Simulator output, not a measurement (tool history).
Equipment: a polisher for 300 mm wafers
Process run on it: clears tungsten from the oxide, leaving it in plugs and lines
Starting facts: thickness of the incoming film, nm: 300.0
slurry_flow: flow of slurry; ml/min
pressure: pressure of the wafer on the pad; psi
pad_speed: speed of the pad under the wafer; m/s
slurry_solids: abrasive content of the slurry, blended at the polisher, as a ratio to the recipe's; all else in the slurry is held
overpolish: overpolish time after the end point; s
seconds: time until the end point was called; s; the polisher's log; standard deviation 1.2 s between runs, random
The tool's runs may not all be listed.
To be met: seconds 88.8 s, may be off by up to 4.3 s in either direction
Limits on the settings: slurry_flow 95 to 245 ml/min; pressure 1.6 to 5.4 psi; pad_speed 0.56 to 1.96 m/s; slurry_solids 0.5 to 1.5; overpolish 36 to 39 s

run,hour,slurry_flow,pressure,pad_speed,slurry_solids,overpolish,seconds
1,0,155,3.5,1.26,1,36,74.38
2,8,155,3.5,1.26,1,36,75.993
3,9.7,155,3.5,1.26,1,36,76.77
4,14.4,125,3.5,1.26,1,36,77.793
5,21,125,3.5,1.26,1,36,78.43
# hour 23.3: worn pad replaced by a new one
6,23.3,160,3.5,1.26,1,36,67.13
7,28,145,3.5,1.26,1,36,70.087
8,34.8,140,3.3,1.26,1,36,75.298
9,36.4,135,3.1,1.22,1,36,80.852
10,43.1,130,3,1.22,1,36,83.512

Exercise: of the 4 proposed moves below, exactly one satisfies all targets within the stated allowed misses. Which move is it?
A,49.8,145,3,1.28,1.05,38,?
B,49.8,185,2.9,1.14,0.95,36,?
C,49.8,125,2.8,1.34,1.05,36,?
D,49.8,135,2.9,1.38,1.05,36,?

move,seconds
A,78.164
B,90.593
C,81.718
D,75.869
A: its largest miss is bigger than the last run's
B: all results land within tolerance of their targets
C: its largest miss is bigger than the last run's
D: its largest miss is bigger than the last run's
Correct choice: B, which meets every target
